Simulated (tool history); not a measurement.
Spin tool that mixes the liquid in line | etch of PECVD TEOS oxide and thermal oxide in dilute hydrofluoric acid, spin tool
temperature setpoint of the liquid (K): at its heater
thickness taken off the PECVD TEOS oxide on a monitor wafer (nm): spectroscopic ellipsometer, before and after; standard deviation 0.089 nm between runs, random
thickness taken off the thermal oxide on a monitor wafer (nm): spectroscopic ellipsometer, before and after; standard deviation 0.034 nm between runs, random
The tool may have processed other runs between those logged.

run	day	temperature setpoint of the liquid (K)	parts of water to one part of 49 % hydrofluoric acid (parts by volume)	time under the liquid (s)	thickness taken off the PECVD TEOS oxide on a monitor wafer (nm)	thickness taken off the thermal oxide on a monitor wafer (nm)
1	0	299.15	195	180	14.252	4.3334
2	0.275	301.65	195	180	15.663	4.8093
3	0.638	301.65	165	180	19.006	5.9617
4	0.933	301.65	165	145	15.474	4.7487
5	1.171	300.15	165	145	14.402	4.396
6	1.433	299.65	165	145	14.437	4.4454

Run 7 has not been measured yet. What should we expect?
7	1.796	298.65	165	145	?	?

Logged for run 7: thickness taken off the PECVD TEOS oxide on a monitor wafer (nm) 13.777, thickness taken off the thermal oxide on a monitor wafer (nm) 4.2437.

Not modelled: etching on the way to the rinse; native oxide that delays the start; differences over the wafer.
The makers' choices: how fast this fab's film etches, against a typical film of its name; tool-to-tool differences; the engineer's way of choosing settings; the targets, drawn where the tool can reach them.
